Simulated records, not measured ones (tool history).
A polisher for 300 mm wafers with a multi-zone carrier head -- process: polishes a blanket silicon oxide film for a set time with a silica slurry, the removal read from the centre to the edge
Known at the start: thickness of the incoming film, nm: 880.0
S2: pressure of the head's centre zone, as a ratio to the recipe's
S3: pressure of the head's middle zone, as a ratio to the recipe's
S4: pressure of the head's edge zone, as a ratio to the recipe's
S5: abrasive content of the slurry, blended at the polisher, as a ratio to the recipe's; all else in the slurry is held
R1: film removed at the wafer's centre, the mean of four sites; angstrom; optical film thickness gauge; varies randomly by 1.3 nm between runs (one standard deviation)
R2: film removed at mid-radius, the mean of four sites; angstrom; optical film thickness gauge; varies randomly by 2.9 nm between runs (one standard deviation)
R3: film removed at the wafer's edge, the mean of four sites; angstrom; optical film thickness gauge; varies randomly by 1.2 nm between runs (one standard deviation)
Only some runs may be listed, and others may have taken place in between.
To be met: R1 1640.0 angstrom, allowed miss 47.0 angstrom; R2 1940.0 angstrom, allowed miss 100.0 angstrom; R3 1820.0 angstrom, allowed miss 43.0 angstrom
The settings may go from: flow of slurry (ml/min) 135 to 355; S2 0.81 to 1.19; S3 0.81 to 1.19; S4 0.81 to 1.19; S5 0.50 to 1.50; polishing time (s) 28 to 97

Run 1, day 0.000: flow of slurry (ml/min) 225, S2 1.00, S3 1.00, S4 1.00, S5 1.00, polishing time (s) 62. Result: R1 2118.6 angstrom, R2 2109.2 angstrom, R3 2118.8 angstrom.
Run 2, day 0.325: flow of slurry (ml/min) 215, S2 0.97, S3 1.00, S4 0.97, S5 1.00, polishing time (s) 62. Result: R1 2040.5 angstrom, R2 2151.3 angstrom, R3 2106.8 angstrom.
Run 3, day 0.588: flow of slurry (ml/min) 215, S2 1.02, S3 1.00, S4 0.97, S5 1.00, polishing time (s) 62. Result: R1 2133.1 angstrom, R2 2098.8 angstrom, R3 2074.0 angstrom.
Run 4, day 0.783: flow of slurry (ml/min) 210, S2 0.99, S3 1.00, S4 0.95, S5 0.95, polishing time (s) 62. Result: R1 2019.8 angstrom, R2 2092.2 angstrom, R3 2018.4 angstrom.
At day 1.033: worn pad replaced by a new one.
Run 5, day 1.033: flow of slurry (ml/min) 210, S2 0.99, S3 1.00, S4 0.95, S5 0.95, polishing time (s) 52. Result: R1 1853.8 angstrom, R2 1870.8 angstrom, R3 1852.9 angstrom.
Run 6, day 1.100: flow of slurry (ml/min) 205, S2 0.97, S3 1.01, S4 0.94, S5 0.95, polishing time (s) 52. Result: R1 1829.3 angstrom, R2 1940.0 angstrom, R3 1842.1 angstrom.
Run 7, day 1.188: flow of slurry (ml/min) 200, S2 0.95, S3 1.01, S4 0.94, S5 0.95, polishing time (s) 52. Result: R1 1805.6 angstrom, R2 1841.5 angstrom, R3 1838.5 angstrom.
Run 8, day 1.333: flow of slurry (ml/min) 205, S2 0.92, S3 1.02, S4 0.93, S5 0.95, polishing time (s) 52. Result: R1 1719.6 angstrom, R2 1927.1 angstrom, R3 1844.6 angstrom.
Run 9, day 1.475: flow of slurry (ml/min) 205, S2 0.91, S3 1.02, S4 0.93, S5 0.95, polishing time (s) 52. Result: R1 1718.9 angstrom, R2 1980.1 angstrom, R3 1828.3 angstrom.
Run 10, day 1.754: flow of slurry (ml/min) 175, S2 0.87, S3 1.00, S4 0.95, S5 0.95, polishing time (s) 52. Result: R1 1578.9 angstrom, R2 1864.0 angstrom, R3 1798.4 angstrom.

Consider the 4 candidate settings below. Which is the only one whose results all fall within their allowed miss of target?
Run A, day 2.033: flow of slurry (ml/min) 160, S2 0.84, S3 1.04, S4 0.86, S5 0.90, polishing time (s) 56. Result: R1 ?, R2 ?, R3 ?.
Run B, day 2.033: flow of slurry (ml/min) 200, S2 0.90, S3 0.86, S4 0.81, S5 0.75, polishing time (s) 63. Result: R1 ?, R2 ?, R3 ?.
Run C, day 2.033: flow of slurry (ml/min) 140, S2 0.81, S3 1.07, S4 0.94, S5 1.00, polishing time (s) 53. Result: R1 ?, R2 ?, R3 ?.
Run D, day 2.033: flow of slurry (ml/min) 140, S2 0.92, S3 1.09, S4 0.95, S5 1.05, polishing time (s) 51. Result: R1 ?, R2 ?, R3 ?.

move      R1      R2      R3
   A  1566.1  1892.0  1795.0
   B  1737.0  1663.1  1786.0
   C  1471.8  1896.9  1845.3
   D  1655.9  1905.4  1834.2
A: moves away from the targets compared with the last run
B: moves the result that the last run missed by most past its target, out the other side
C: moves away from the targets compared with the last run
D: every result lands within tolerance
D is the move that brings every result within its allowed miss.
